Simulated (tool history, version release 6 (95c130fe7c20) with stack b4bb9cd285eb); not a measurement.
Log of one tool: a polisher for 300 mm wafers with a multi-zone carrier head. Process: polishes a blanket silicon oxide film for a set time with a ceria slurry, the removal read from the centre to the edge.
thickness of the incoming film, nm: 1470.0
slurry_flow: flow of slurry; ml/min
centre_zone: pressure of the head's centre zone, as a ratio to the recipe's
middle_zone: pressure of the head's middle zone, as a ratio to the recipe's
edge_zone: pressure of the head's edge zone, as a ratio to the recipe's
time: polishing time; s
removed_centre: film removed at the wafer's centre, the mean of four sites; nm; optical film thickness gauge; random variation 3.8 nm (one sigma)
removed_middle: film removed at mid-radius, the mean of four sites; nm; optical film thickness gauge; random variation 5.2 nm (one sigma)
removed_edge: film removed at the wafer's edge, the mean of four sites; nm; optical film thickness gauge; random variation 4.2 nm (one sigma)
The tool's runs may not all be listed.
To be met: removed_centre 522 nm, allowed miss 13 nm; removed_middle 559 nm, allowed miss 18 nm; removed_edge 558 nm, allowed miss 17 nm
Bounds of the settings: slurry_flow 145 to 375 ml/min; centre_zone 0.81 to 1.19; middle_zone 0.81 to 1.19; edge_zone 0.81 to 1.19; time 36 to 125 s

| run | hour | slurry_flow | centre_zone | middle_zone | edge_zone | time | removed_centre | removed_middle | removed_edge |
|---|---|---|---|---|---|---|---|---|---|
| 1 | 0 | 240 | 1 | 1 | 1 | 80 | 614.59 | 585.27 | 610.43 |
| 2 | 5.9 | 240 | 0.95 | 1 | 1 | 80 | 574.82 | 590.37 | 616.37 |
| 3 | 8.6 | 240 | 0.95 | 1 | 1.08 | 80 | 574.16 | 594.27 | 629.49 |
| 4 | 12.5 | 235 | 0.95 | 1 | 1.06 | 79 | 572.76 | 578.6 | 625.72 |
| 5 | 20.4 | 235 | 0.95 | 1 | 1.13 | 79 | 569.07 | 574.72 | 645.91 |
| 6 | 26.8 | 235 | 0.95 | 0.91 | 1.13 | 79 | 567.34 | 529.9 | 642.91 |
| 7 | 33.2 | 230 | 0.95 | 0.92 | 1.1 | 79 | 560.53 | 537.55 | 633.93 |
| 8 | 39.5 | 225 | 0.95 | 0.93 | 1.08 | 79 | 565.17 | 537.92 | 625.7 |
| 9 | 48 | 220 | 0.94 | 0.94 | 1.06 | 79 | 558.11 | 541.86 | 614.06 |
| 10 | 49.2 | 215 | 0.93 | 0.95 | 1.05 | 79 | 549.37 | 552.5 | 613.63 |
| 11 | 55.9 | 210 | 0.93 | 0.95 | 1.03 | 79 | 542.96 | 551.04 | 606.84 |

Which of these 4 next moves meets every target?
| A | 62.6 | 255 | 0.94 | 1.05 | 1.01 | 72 | ? | ? | ? |
| B | 62.6 | 215 | 0.84 | 1 | 1.04 | 77 | ? | ? | ? |
| C | 62.6 | 235 | 0.87 | 1.02 | 0.97 | 74 | ? | ? | ? |
| D | 62.6 | 145 | 0.84 | 0.9 | 0.94 | 85 | ? | ? | ? |

| move | removed_centre | removed_middle | removed_edge |
|---|---|---|---|
| A | 519.7 | 559.93 | 564.83 |
| B | 483.22 | 561.54 | 602.28 |
| C | 488.12 | 555.8 | 565.24 |
| D | 488.86 | 525.74 | 600.26 |
A: meets every target
B: as far off as the last run
C: brings the result that was furthest off to its target, and leaves another outside
D: nearer than the last run, and not there yet
Move A is the one to make.

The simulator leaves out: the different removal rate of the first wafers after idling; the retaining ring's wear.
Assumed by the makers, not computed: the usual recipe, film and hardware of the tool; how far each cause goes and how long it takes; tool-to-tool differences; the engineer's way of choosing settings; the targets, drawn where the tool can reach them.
